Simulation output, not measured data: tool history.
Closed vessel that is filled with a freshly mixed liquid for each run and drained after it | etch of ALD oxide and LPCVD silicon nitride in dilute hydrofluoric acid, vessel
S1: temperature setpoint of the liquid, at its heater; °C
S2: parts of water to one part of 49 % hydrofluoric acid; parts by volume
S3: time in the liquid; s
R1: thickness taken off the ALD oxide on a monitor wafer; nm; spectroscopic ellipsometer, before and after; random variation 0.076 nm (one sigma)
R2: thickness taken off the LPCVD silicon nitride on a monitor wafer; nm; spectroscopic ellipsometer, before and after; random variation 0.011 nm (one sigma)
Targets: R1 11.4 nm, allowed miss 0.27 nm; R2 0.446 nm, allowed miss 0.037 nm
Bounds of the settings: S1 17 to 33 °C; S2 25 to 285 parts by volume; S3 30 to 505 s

| run | day | S1 | S2 | S3 | R1 | R2 |
|---|---|---|---|---|---|---|
| 1 | 0 | 25 | 155 | 255 | 22.48 | 0.82813 |
| 2 | 0.354 | 24.5 | 165 | 255 | 20.39 | 0.75371 |
| 3 | 0.454 | 21 | 165 | 255 | 17.94 | 0.61389 |
| 4 | 0.621 | 21 | 175 | 255 | 16.513 | 0.55478 |
| 5 | 0.929 | 21 | 175 | 170 | 11.14 | 0.37228 |
| 6 | 1.058 | 21 | 175 | 105 | 6.8751 | 0.23115 |
| 7 | 1.329 | 22 | 170 | 105 | 7.4363 | 0.25118 |
| 8 | 1.671 | 23 | 165 | 105 | 7.9661 | 0.26375 |
| 9 | 1.908 | 24.5 | 165 | 105 | 8.4468 | 0.30319 |
| 10 | 2.183 | 25 | 160 | 105 | 8.8474 | 0.33713 |
| 11 | 2.396 | 25 | 155 | 105 | 9.1813 | 0.34945 |
| 12 | 2.725 | 25 | 150 | 105 | 9.6714 | 0.35093 |
| 13 | 3.012 | 25 | 150 | 105 | 9.581 | 0.34176 |
| 14 | 3.112 | 25.5 | 150 | 105 | 9.7761 | 0.36902 |

Which of these 5 next moves meets every target?
| A | 3.212 | 20.5 | 120 | 115 | ? | ? |
| B | 3.212 | 27 | 175 | 140 | ? | ? |
| C | 3.212 | 22 | 135 | 125 | ? | ? |
| D | 3.212 | 23.5 | 155 | 130 | ? | ? |
| E | 3.212 | 23 | 160 | 140 | ? | ? |

| move | R1 | R2 |
|---|---|---|
| A | 11.315 | 0.36574 |
| B | 11.386 | 0.46708 |
| C | 11.416 | 0.39149 |
| D | 10.719 | 0.39198 |
| E | 10.909 | 0.39608 |
A: brings the result that was furthest off to its target, and leaves another outside
B: meets every target
C: brings the result that was furthest off to its target, and leaves another outside
D: nearer than the last run, and not there yet
E: nearer than the last run, and not there yet
The right move is B.
